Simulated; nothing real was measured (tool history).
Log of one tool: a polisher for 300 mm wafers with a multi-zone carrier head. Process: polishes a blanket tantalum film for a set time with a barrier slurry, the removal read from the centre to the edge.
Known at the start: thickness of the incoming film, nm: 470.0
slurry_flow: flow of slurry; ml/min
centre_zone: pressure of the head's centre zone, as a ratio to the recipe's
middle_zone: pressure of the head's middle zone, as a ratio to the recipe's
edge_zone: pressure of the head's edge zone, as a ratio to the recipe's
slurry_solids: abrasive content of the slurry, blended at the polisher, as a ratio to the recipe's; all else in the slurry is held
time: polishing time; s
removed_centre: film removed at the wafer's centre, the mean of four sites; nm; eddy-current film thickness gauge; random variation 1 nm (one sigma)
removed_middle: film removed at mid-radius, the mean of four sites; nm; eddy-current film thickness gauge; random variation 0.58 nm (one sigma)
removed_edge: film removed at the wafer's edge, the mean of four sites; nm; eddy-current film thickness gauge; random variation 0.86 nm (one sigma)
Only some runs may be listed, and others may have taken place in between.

run 1 hour=0 | slurry_flow=315 centre_zone=1 middle_zone=1 edge_zone=1 slurry_solids=1 time=75 | removed_centre=96.511 removed_middle=101.6 removed_edge=102.21
run 2 hour=1.1 | slurry_flow=315 centre_zone=1 middle_zone=1 edge_zone=1 slurry_solids=1.15 time=75 | removed_centre=104.01 removed_middle=105.45 removed_edge=104.35
run 3 hour=7.8 | slurry_flow=385 centre_zone=1 middle_zone=1 edge_zone=1 slurry_solids=1.15 time=75 | removed_centre=104.58 removed_middle=108.68 removed_edge=107.41
run 4 hour=13.1 | slurry_flow=310 centre_zone=1 middle_zone=1 edge_zone=1 slurry_solids=1.15 time=75 | removed_centre=101.35 removed_middle=105.44 removed_edge=106.79
run 5 hour=21 | slurry_flow=310 centre_zone=1 middle_zone=1.08 edge_zone=1 slurry_solids=1.15 time=75 | removed_centre=101.27 removed_middle=113.16 removed_edge=105.78
run 6 hour=25.1 | slurry_flow=300 centre_zone=1.03 middle_zone=1.01 edge_zone=0.99 slurry_solids=1 time=70 | removed_centre=94.041 removed_middle=94.706 removed_edge=94.217
run 7 hour=26.7 | slurry_flow=285 centre_zone=1.05 middle_zone=0.91 edge_zone=0.96 slurry_solids=0.75 time=57 | removed_centre=68.89 removed_middle=62.206 removed_edge=68.038

What will run 8 give?
-- hour=28.9 slurry nozzle cleaned
run 8 hour=28.9 | slurry_flow=285 centre_zone=1.06 middle_zone=0.9 edge_zone=0.97 slurry_solids=0.75 time=57 | removed_centre=? removed_middle=? removed_edge=?

removed_centre: 72.687 nm
removed_middle: 64.687 nm
removed_edge: 69.824 nm
